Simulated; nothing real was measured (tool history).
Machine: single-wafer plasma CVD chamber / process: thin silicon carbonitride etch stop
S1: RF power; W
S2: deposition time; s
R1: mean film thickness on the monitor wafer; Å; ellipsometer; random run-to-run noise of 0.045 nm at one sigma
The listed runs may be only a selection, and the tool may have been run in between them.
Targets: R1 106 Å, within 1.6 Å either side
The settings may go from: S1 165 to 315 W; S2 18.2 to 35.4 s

| run | hour | S1 | S2 | R1 |
|---|---|---|---|---|
| 1 | 0 | 240 | 26.8 | 154.45 |
| 2 | 2.2 | 230 | 25.2 | 143.11 |
| 3 | 10.7 | 220 | 24 | 135.65 |
| 4 | 12.5 | 210 | 23 | 126.73 |
| 5 | 14.8 | 200 | 22.4 | 121.54 |
| 6 | 20.7 | 195 | 22 | 118.16 |
| 7 | 27.9 | 190 | 21.7 | 115.96 |
| 8 | 29.8 | 185 | 21.5 | 113.5 |
| 9 | 37.3 | 180 | 21.3 | 111.35 |
| 10 | 42.7 | 175 | 21.2 | 109.49 |
| 11 | 44.3 | 175 | 21.1 | 109.29 |
| 12 | 49.1 | 175 | 21 | 108.71 |

Of the 4 settings listed for the next run, only one would bring every result within its allowed miss of target. Which one?
| A | 53.9 | 185 | 20.9 | ? |
| B | 53.9 | 170 | 21.7 | ? |
| C | 53.9 | 175 | 21.1 | ? |
| D | 53.9 | 175 | 20.5 | ? |

| move | R1 |
|---|---|
| A | 111.08 |
| B | 112.02 |
| C | 110.02 |
| D | 106.89 |
A: moves away from the targets compared with the last run
B: moves away from the targets compared with the last run
C: moves away from the targets compared with the last run
D: all results land within tolerance of their targets
Correct choice: D, which meets every target

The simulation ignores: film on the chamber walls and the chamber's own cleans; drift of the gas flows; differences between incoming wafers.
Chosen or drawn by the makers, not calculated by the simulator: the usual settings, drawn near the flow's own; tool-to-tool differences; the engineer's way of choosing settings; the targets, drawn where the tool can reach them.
